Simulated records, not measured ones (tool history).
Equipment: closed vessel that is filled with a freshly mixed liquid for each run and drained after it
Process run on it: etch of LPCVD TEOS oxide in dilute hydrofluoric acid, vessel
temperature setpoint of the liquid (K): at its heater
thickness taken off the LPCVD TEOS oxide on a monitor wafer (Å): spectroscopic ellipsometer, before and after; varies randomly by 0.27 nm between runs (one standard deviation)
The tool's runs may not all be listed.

| run | day | temperature setpoint of the liquid (K) | parts of water to one part of 49 % hydrofluoric acid (parts by volume) | time in the liquid (s) | thickness taken off the LPCVD TEOS oxide on a monitor wafer (Å) |
|---|---|---|---|---|---|
| 1 | 0.000 | 299.15 | 130 | 85 | 214.24 |
| 2 | 0.271 | 299.15 | 90 | 85 | 328.62 |
| 3 | 0.425 | 299.15 | 90 | 85 | 325.98 |
| 4 | 0.517 | 299.15 | 65 | 85 | 467.80 |
| 5 | 0.812 | 298.65 | 65 | 85 | 456.76 |
| 6 | 1.129 | 298.65 | 105 | 85 | 268.52 |
| 7 | 1.304 | 299.65 | 105 | 85 | 281.56 |
| 8 | 1.608 | 300.65 | 105 | 85 | 290.75 |
| 9 | 1.979 | 301.15 | 105 | 85 | 295.21 |
| 10 | 2.029 | 301.65 | 105 | 85 | 305.46 |
| 11 | 2.404 | 302.15 | 105 | 85 | 305.55 |
| 12 | 2.483 | 302.65 | 105 | 85 | 309.63 |
| 13 | 2.538 | 303.15 | 105 | 85 | 317.93 |
| 14 | 2.858 | 303.65 | 105 | 85 | 324.65 |
| 15 | 3.133 | 304.15 | 105 | 85 | 328.27 |
| 16 | 3.183 | 304.65 | 105 | 85 | 331.47 |

The next listed run, before its measurement:
| 17 | 3.283 | 305.15 | 105 | 85 | ? |

Logged for run 17: thickness taken off the LPCVD TEOS oxide on a monitor wafer (Å) 339.12.

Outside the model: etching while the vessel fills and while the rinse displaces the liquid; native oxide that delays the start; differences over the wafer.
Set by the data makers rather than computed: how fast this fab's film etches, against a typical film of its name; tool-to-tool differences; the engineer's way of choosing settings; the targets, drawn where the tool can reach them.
